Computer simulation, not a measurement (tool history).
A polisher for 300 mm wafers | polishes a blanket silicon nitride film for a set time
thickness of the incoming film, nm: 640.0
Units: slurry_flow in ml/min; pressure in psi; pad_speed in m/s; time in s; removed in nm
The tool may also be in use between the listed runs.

run	day	slurry_flow	pressure	pad_speed	time	removed
1	0.000	205	3.3	0.88	42	58.848
2	0.033	205	3.3	0.88	42	58.971
3	0.325	205	3.3	1.08	42	69.099
4	0.688	200	2.8	1.02	42	56.586
5	0.771	200	2.8	1.16	42	63.193
6	0.988	200	2.8	1.26	42	66.385
7	1.258	190	2.5	1.14	42	55.429
8	1.538	180	2.2	1.06	42	45.809
9	1.912	150	1.5	0.90	42	27.227
10	2.175	165	1.5	0.90	42	28.109
11	2.454	180	1.5	0.90	42	28.096
12	2.588	190	1.5	0.90	42	28.351

Forecast run 13:
13	2.750	200	1.5	0.90	42	?

removed: 28.365 nm
